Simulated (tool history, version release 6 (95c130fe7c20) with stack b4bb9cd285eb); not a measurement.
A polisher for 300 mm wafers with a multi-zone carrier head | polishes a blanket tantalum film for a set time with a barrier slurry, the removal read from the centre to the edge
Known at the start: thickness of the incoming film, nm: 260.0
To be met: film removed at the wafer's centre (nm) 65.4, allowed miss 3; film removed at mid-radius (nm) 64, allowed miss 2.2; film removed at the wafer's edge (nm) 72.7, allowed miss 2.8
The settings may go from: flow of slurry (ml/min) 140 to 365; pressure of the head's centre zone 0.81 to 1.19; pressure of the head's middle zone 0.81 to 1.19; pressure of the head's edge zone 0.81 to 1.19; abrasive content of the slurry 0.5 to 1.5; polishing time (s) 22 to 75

run  hour  flow of slurry (ml/min)  pressure of the head's centre zone  pressure of the head's middle zone  pressure of the head's edge zone  abrasive content of the slurry  polishing time (s)  film removed at the wafer's centre (nm)  film removed at mid-radius (nm)  film removed at the wafer's edge (nm)
  1     0                      235                                   1                                   1                                 1                               1                  48                                   87.574                           85.681                                 87.793
  2   1.3                      230                                0.98                                0.97                              0.99                             0.9                  48                                   80.064                           79.378                                 83.659
  3   1.9                      225                                0.97                                0.94                              0.97                             0.9                  48                                   80.383                           76.899                                 82.938
  4   6.2                      220                                0.95                                0.92                              0.95                            0.85                  48                                   77.454                           73.318                                 79.488
  5  13.3                      220                                0.95                                0.92                              0.91                            0.85                  48                                   75.323                           74.322                                 79.112
  6  19.7                      175                                0.95                                0.92                              0.91                            0.85                  48                                   73.622                           71.024                                  77.16
  7    28                      170                                0.94                                0.91                              0.91                            0.85                  48                                   72.469                           70.262                                 78.019
  8  34.9                      170                                0.93                                 0.9                               0.9                            0.85                  48                                    70.31                           68.832                                 75.692
  9  39.2                      170                                0.92                                0.89                               0.9                            0.85                  48                                   71.911                           68.881                                 76.155
 10  41.5                      165                                0.91                                0.88                               0.9                            0.85                  48                                   69.534                           67.361                                 76.248
 11  47.8                      165                                0.91                                0.88                               0.9                            0.85                  48                                   68.785                           67.019                                 75.413
 12  54.1                      160                                 0.9                                0.87                              0.88                            0.85                  48                                   68.499                           66.225                                 75.457

Which of these 4 next moves meets every target?
  A  60.4                      150                                0.83                                0.98                              1.06                             0.8                  47                                        ?                                ?                                      ?
  B  60.4                      140                                0.88                                1.03                              0.85                             0.7                  48                                        ?                                ?                                      ?
  C  60.4                      190                                0.99                                0.97                              0.97                            0.75                  43                                        ?                                ?                                      ?
  D  60.4                      190                                0.87                                0.86                              0.89                               1                  42                                        ?                                ?                                      ?

move  film removed at the wafer's centre (nm)  film removed at mid-radius (nm)  film removed at the wafer's edge (nm)
   A                                   60.584                           69.305                                 76.409
   B                                   59.738                           68.094                                  67.18
   C                                   65.636                           63.963                                 68.124
   D                                   64.746                           63.599                                 72.852
A: takes the result that was furthest off past its target
B: takes the result that was furthest off past its target
C: brings the result that was furthest off to its target, and leaves another outside
D: meets every target
The right move is D.
